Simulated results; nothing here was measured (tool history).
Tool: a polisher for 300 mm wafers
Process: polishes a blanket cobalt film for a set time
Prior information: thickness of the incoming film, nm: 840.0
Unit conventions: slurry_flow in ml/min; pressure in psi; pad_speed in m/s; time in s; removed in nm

run    day  slurry_flow  pressure  pad_speed  time  removed
  1  0.000          285       2.0       0.76    23   68.751
  2  0.108          280       1.8       0.76    23   64.350
  3  0.175          280       2.1       0.76    23   72.352
  4  0.542          280       2.1       0.76    20   62.311
  5  0.629          275       1.9       0.76    20   57.990
  6  0.796          275       1.6       0.76    20   51.940
  7  0.988          270       1.5       0.76    20   50.701
     1.012  -- worn pad replaced by a new one
  8  1.012          270       1.0       0.76    20   43.481

Run 9 is up next; what results do you expect?
  9  1.358          270       1.0       0.76    20        ?

{"run 9": {"removed": 43.06}}
